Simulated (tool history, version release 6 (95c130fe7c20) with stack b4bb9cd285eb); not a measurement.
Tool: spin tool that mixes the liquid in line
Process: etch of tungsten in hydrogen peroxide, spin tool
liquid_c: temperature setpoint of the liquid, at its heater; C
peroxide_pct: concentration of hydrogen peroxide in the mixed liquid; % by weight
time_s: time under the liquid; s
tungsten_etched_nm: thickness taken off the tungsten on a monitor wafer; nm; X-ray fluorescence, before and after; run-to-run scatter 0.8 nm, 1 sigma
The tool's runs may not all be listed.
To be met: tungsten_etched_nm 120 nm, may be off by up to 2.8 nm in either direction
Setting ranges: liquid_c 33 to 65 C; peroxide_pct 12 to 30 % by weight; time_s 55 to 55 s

run,hour,liquid_c,peroxide_pct,time_s,tungsten_etched_nm
1,0,49,21.5,55,154.81
2,2.4,52,21.5,55,188.21
3,4.9,56.5,21.5,55,245
4,6.1,53.5,21.5,55,206.88
5,8.6,51,21.5,55,174.54
6,11.3,49.5,21.5,55,160.05
7,16,48,21.5,55,147.09
8,16.7,44,21.5,55,114.85

Below are 5 possible settings for the next run. Only one of them brings all results inside the allowed miss of their targets. Which is it?
A,17.4,47,16,55,?
B,17.4,43.5,21,55,?
C,17.4,46,20,55,?
D,17.4,43.5,21.5,55,?
E,17.4,42.5,23.5,55,?

move,tungsten_etched_nm
A,118.32
B,108.74
C,124.28
D,110.03
E,107.92
A: all results in spec
B: the biggest miss grows against the last run
C: the result that was furthest off in the last run now lies on the other side of its target
D: the biggest miss grows against the last run
E: the biggest miss grows against the last run
Answer: A
